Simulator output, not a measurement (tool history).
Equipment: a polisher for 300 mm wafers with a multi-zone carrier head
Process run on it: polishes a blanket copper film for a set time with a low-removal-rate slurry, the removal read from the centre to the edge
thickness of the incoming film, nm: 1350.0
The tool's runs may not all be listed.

run	hour	flow of slurry (ml/min)	pressure of the head's centre zone	pressure of the head's middle zone	pressure of the head's edge zone	abrasive content of the slurry	polishing time (s)	film removed at the wafer's centre (nm)	film removed at mid-radius (nm)	film removed at the wafer's edge (nm)
1	0	220	1	1	1	1	88	347.48	338.16	346.41
2	1.5	200	1	1	1	1	88	337.69	336.3	329.58
3	4	195	0.98	0.99	0.99	0.95	87	322.75	330.08	334.45
4	7.3	190	0.98	1	0.98	0.9	84	305.92	308.25	301.19
5	11.4	190	0.98	1	0.92	0.9	84	304.49	311.12	292.12
6	14.8	240	0.98	1	0.92	0.9	84	319.72	315.76	309.82

Run 7 is up next; what results do you expect?
7	20.8	230	0.96	1	0.91	0.85	84	?	?	?

{"run 7": {"film removed at the wafer's centre (nm)": 310.28, "film removed at mid-radius (nm)": 316.9, "film removed at the wafer's edge (nm)": 304.16}}
